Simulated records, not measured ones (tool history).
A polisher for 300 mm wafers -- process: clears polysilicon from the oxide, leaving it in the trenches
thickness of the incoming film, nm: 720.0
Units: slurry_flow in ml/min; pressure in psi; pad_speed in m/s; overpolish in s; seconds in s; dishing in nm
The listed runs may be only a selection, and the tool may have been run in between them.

{"run": 1, "hour": 0.0, "slurry_flow": 165, "pressure": 3.2, "pad_speed": 0.9, "overpolish": 14, "seconds": 36.192, "dishing": 46.092}
{"run": 2, "hour": 7.1, "slurry_flow": 165, "pressure": 3.0, "pad_speed": 0.9, "overpolish": 12, "seconds": 37.561, "dishing": 44.318}
{"run": 3, "hour": 14.0, "slurry_flow": 165, "pressure": 2.8, "pad_speed": 0.9, "overpolish": 11, "seconds": 39.836, "dishing": 43.621}
{"run": 4, "hour": 17.1, "slurry_flow": 165, "pressure": 2.6, "pad_speed": 0.9, "overpolish": 10, "seconds": 42.299, "dishing": 42.262}
{"run": 5, "hour": 21.9, "slurry_flow": 165, "pressure": 2.4, "pad_speed": 0.9, "overpolish": 9, "seconds": 45.972, "dishing": 40.904}
{"hour": 26.0, "done": "slurry nozzle cleaned"}
{"run": 6, "hour": 26.0, "slurry_flow": 165, "pressure": 1.6, "pad_speed": 0.9, "overpolish": 9, "seconds": 62.668, "dishing": 37.298}

For run 7, what comes out?
{"run": 7, "hour": 27.1, "slurry_flow": 165, "pressure": 1.6, "pad_speed": 0.92, "overpolish": 8, "seconds": "?", "dishing": "?"}

{"run 7": {"seconds": 61.376, "dishing": 36.75}}

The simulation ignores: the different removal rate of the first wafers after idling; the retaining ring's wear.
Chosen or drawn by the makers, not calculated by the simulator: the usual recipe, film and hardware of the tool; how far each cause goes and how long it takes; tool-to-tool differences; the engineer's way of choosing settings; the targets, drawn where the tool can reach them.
